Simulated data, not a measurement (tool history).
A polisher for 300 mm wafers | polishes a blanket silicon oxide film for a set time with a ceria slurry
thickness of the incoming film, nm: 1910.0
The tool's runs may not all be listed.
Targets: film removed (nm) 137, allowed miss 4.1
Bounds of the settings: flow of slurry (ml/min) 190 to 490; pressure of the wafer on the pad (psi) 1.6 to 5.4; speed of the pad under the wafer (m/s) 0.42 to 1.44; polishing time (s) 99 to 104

run	day	flow of slurry (ml/min)	pressure of the wafer on the pad (psi)	speed of the pad under the wafer (m/s)	polishing time (s)	film removed (nm)
1	0	315	3.5	0.92	99	362.99
2	0.046	355	3.5	0.92	99	369.64
3	0.258	350	3.3	0.88	99	330.79
4	0.479	350	3.1	0.84	99	298.27
5	0.538	350	4	0.84	99	375.13
6	0.692	350	4	0.84	99	380.93
7	1	350	3.8	0.8	99	344.14
8	1.05	350	3.6	0.78	99	322.68
9	1.2	350	3.4	0.74	99	287.99
10	1.288	350	3.2	0.72	99	263.31
11	1.412	350	3	0.7	99	242.43
12	1.55	350	2.9	0.68	99	231.4
13	1.8	350	2.8	0.66	99	214.41
14	1.958	345	1.8	0.58	99	127.03

Which of these 5 next moves meets every target?
A	2.117	295	2.2	0.54	104	?
B	2.117	380	2	0.56	104	?
C	2.117	315	2.3	0.5	104	?
D	2.117	305	2.3	0.5	99	?
E	2.117	295	2.1	0.56	103	?

move	film removed (nm)
A	147.43
B	142.17
C	143.24
D	136.09
E	144.95
A: takes the result that was furthest off past its target
B: takes the result that was furthest off past its target
C: takes the result that was furthest off past its target
D: meets every target
E: takes the result that was furthest off past its target
Move D is the one to make.
